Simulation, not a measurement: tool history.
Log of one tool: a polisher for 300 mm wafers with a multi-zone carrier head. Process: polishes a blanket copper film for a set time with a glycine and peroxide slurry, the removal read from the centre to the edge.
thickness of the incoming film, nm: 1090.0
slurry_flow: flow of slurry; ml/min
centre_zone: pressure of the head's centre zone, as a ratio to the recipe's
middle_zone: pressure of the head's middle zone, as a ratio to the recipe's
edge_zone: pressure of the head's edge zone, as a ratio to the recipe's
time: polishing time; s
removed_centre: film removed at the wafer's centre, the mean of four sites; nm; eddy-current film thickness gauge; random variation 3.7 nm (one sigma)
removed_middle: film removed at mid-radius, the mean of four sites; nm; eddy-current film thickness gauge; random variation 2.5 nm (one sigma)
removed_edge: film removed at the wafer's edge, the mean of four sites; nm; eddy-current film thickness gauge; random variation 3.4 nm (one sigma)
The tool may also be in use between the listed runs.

| run | day | slurry_flow | centre_zone | middle_zone | edge_zone | time | removed_centre | removed_middle | removed_edge |
|---|---|---|---|---|---|---|---|---|---|
| 1 | 0.000 | 130 | 1.00 | 1.00 | 1.00 | 45 | 223.41 | 227.12 | 224.37 |
| 2 | 0.125 | 100 | 1.00 | 1.00 | 1.00 | 45 | 210.41 | 208.18 | 218.95 |
| 3 | 0.488 | 100 | 1.00 | 1.06 | 1.00 | 45 | 212.06 | 218.31 | 215.04 |
| 4 | 0.729 | 100 | 1.00 | 1.06 | 1.00 | 37 | 169.61 | 177.64 | 182.79 |
| 5 | 1.062 | 110 | 1.02 | 1.02 | 1.04 | 38 | 182.32 | 185.17 | 185.85 |
|  | 1.342 | worn pad replaced by a new one |
| 6 | 1.342 | 105 | 1.02 | 0.98 | 1.02 | 41 | 220.41 | 212.09 | 222.58 |
| 7 | 1.467 | 105 | 1.02 | 0.98 | 1.02 | 41 | 226.85 | 211.42 | 218.35 |
| 8 | 1.842 | 100 | 1.01 | 0.95 | 1.02 | 41 | 211.52 | 197.92 | 220.36 |

Run 9 comes next. What will it give?
| 9 | 1.908 | 100 | 1.02 | 0.93 | 1.02 | 41 | ? | ? | ? |

removed_centre: 212.05 nm
removed_middle: 199.89 nm
removed_edge: 219.05 nm
